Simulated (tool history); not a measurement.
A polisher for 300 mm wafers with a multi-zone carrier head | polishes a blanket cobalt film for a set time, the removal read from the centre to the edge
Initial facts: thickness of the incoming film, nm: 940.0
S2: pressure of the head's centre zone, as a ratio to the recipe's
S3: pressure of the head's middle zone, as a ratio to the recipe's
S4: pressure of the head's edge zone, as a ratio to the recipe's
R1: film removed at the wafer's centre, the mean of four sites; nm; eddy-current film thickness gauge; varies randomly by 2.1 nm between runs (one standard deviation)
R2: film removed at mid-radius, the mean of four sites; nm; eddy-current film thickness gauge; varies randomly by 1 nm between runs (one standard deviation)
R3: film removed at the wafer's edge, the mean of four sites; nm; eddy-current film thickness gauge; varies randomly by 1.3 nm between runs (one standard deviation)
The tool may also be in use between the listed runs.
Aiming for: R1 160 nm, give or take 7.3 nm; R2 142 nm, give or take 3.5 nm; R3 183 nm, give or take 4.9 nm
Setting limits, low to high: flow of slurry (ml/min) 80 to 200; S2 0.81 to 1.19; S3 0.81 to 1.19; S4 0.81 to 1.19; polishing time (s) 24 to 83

run 1 hour=0 | flow_of_slurry_(ml/min)=130 S2=1 S3=1 S4=1 polishing_time_(s)=53 | R1=164.88 R2=162.4 R3=166.18
run 2 hour=3.4 | flow_of_slurry_(ml/min)=130 S2=1 S3=1 S4=1 polishing_time_(s)=64 | R1=204.2 R2=194.52 R3=198.11
run 3 hour=11.7 | flow_of_slurry_(ml/min)=120 S2=0.99 S3=0.96 S4=1.01 polishing_time_(s)=63 | R1=192.18 R2=182.87 R3=197.08
run 4 hour=18.8 | flow_of_slurry_(ml/min)=120 S2=0.99 S3=1 S4=1.01 polishing_time_(s)=63 | R1=192.28 R2=189.85 R3=196.09
run 5 hour=25.9 | flow_of_slurry_(ml/min)=115 S2=0.99 S3=0.96 S4=1.01 polishing_time_(s)=62 | R1=190.18 R2=179.81 R3=192.33
run 6 hour=30.5 | flow_of_slurry_(ml/min)=115 S2=0.99 S3=0.96 S4=0.98 polishing_time_(s)=62 | R1=189.28 R2=177.89 R3=187.85
run 7 hour=36.7 | flow_of_slurry_(ml/min)=110 S2=0.98 S3=0.93 S4=0.99 polishing_time_(s)=61 | R1=180.81 R2=169.68 R3=185.56
run 8 hour=43.4 | flow_of_slurry_(ml/min)=105 S2=0.98 S3=0.91 S4=1 polishing_time_(s)=61 | R1=178.58 R2=165.58 R3=184.22
run 9 hour=47.1 | flow_of_slurry_(ml/min)=100 S2=0.98 S3=0.89 S4=1.02 polishing_time_(s)=61 | R1=173.23 R2=160.13 R3=185.34
run 10 hour=52.1 | flow_of_slurry_(ml/min)=80 S2=0.97 S3=0.81 S4=1.05 polishing_time_(s)=60 | R1=163.37 R2=136.39 R3=177.92
run 11 hour=60.8 | flow_of_slurry_(ml/min)=80 S2=0.96 S3=0.81 S4=1.05 polishing_time_(s)=60 | R1=161.55 R2=136.67 R3=177.51
run 12 hour=65.3 | flow_of_slurry_(ml/min)=80 S2=0.95 S3=0.81 S4=1.05 polishing_time_(s)=60 | R1=157.01 R2=137.51 R3=176.94

Which of these 5 next moves meets every target?
run A hour=69.8 | flow_of_slurry_(ml/min)=90 S2=0.92 S3=0.83 S4=1.1 polishing_time_(s)=59 | R1=? R2=? R3=?
run B hour=69.8 | flow_of_slurry_(ml/min)=80 S2=0.9 S3=0.82 S4=1.19 polishing_time_(s)=61 | R1=? R2=? R3=?
run C hour=69.8 | flow_of_slurry_(ml/min)=85 S2=0.91 S3=0.82 S4=1.05 polishing_time_(s)=57 | R1=? R2=? R3=?
run D hour=69.8 | flow_of_slurry_(ml/min)=85 S2=0.88 S3=0.9 S4=1.02 polishing_time_(s)=59 | R1=? R2=? R3=?
run E hour=69.8 | flow_of_slurry_(ml/min)=85 S2=0.91 S3=0.88 S4=1.06 polishing_time_(s)=61 | R1=? R2=? R3=?

move=A R1=160.59 R2=143.69 R3=185.64
move=B R1=157.31 R2=142.35 R3=195.63
move=C R1=151.16 R2=135.34 R3=173.45
move=D R1=152.86 R2=151.27 R3=176.81
move=E R1=161.84 R2=153.49 R3=186.34
A: all results land within tolerance of their targets
B: the worst result of the last run now meets its target, but another is out of spec
C: further off than the last run
D: carries the result that was furthest off beyond its target, to the other side
E: carries the result that was furthest off beyond its target, to the other side
The right move is A.

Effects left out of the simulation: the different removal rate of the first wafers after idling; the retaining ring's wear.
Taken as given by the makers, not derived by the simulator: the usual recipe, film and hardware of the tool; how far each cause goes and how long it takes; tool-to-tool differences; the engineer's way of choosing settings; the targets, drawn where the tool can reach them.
